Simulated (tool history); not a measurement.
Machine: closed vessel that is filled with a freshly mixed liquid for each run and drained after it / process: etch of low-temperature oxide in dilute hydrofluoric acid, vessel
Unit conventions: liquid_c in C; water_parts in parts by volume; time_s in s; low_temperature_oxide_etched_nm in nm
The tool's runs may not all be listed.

run  hour  liquid_c  water_parts  time_s  low_temperature_oxide_etched_nm
  1     0        23          100      65                           7.1212
  2   5.5        26          100      65                           8.0872
  3  12.5        24          110      65                           6.6154
  4  18.9      27.5          110      65                            7.658
  5  26.6      27.5          110      65                           7.6357
  6  29.3        25          115      65                           6.5471
  7  36.9        23          120      65                           5.8135
  8  44.7      21.5          125      65                           5.2298

Run 9 is up next; what results do you expect?
  9  49.2      20.5          130      65                                ?

For run 9 the tool returned low_temperature_oxide_etched_nm 4.7891 nm.
